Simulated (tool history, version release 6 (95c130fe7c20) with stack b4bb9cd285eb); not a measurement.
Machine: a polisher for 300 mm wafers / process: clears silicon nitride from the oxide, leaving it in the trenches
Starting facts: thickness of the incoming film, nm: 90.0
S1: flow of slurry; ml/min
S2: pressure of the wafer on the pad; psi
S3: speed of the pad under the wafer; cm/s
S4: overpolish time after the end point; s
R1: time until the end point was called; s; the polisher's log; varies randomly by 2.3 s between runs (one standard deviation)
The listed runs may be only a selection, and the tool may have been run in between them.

run 1 hour=0.0 | S1=310 S2=2.0 S3=86 S4=34 | R1=195.12
run 2 hour=2.4 | S1=310 S2=1.6 S3=86 S4=34 | R1=228.77
run 3 hour=7.7 | S1=310 S2=1.6 S3=66 S4=34 | R1=265.34
run 4 hour=11.4 | S1=310 S2=1.8 S3=68 S4=34 | R1=250.25
run 5 hour=12.4 | S1=310 S2=2.0 S3=70 S4=34 | R1=219.87
run 6 hour=19.0 | S1=275 S2=2.0 S3=70 S4=34 | R1=219.98
run 7 hour=27.1 | S1=275 S2=2.1 S3=70 S4=34 | R1=217.58
run 8 hour=35.2 | S1=275 S2=2.7 S3=76 S4=34 | R1=175.96
run 9 hour=39.6 | S1=275 S2=2.7 S3=78 S4=34 | R1=169.60

For run 10, what comes out?
run 10 hour=44.3 | S1=275 S2=2.9 S3=80 S4=34 | R1=?

Logged for run 10: R1 156.61 s.
